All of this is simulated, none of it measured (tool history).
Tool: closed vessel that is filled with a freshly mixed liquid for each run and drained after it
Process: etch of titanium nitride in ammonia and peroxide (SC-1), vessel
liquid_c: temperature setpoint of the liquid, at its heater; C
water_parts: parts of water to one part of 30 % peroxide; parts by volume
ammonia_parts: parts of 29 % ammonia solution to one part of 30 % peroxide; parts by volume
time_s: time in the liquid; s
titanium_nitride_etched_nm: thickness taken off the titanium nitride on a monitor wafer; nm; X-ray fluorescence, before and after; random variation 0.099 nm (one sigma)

run 1 hour=0 | liquid_c=62 water_parts=17.5 ammonia_parts=0.4 time_s=150 | titanium_nitride_etched_nm=13.536
run 2 hour=1.3 | liquid_c=63.5 water_parts=17.5 ammonia_parts=0.4 time_s=150 | titanium_nitride_etched_nm=14.919
run 3 hour=8.3 | liquid_c=63.5 water_parts=21.5 ammonia_parts=0.4 time_s=150 | titanium_nitride_etched_nm=13.335
run 4 hour=11.2 | liquid_c=65.5 water_parts=21.5 ammonia_parts=0.4 time_s=150 | titanium_nitride_etched_nm=15.389
run 5 hour=20.5 | liquid_c=65.5 water_parts=21.5 ammonia_parts=0.5 time_s=150 | titanium_nitride_etched_nm=16.026
run 6 hour=27.9 | liquid_c=65.5 water_parts=21.5 ammonia_parts=0.4 time_s=150 | titanium_nitride_etched_nm=15.192
run 7 hour=32.8 | liquid_c=66.5 water_parts=21.5 ammonia_parts=0.4 time_s=150 | titanium_nitride_etched_nm=16.02
run 8 hour=38 | liquid_c=67.5 water_parts=21.5 ammonia_parts=0.4 time_s=150 | titanium_nitride_etched_nm=17.107
run 9 hour=42.1 | liquid_c=68 water_parts=21.5 ammonia_parts=0.4 time_s=150 | titanium_nitride_etched_nm=17.842
run 10 hour=50.6 | liquid_c=68.5 water_parts=21.5 ammonia_parts=0.4 time_s=150 | titanium_nitride_etched_nm=18.286

Forecast run 11:
run 11 hour=57.4 | liquid_c=69 water_parts=21.5 ammonia_parts=0.4 time_s=150 | titanium_nitride_etched_nm=?

{"run 11": {"titanium_nitride_etched_nm": 19.132}}
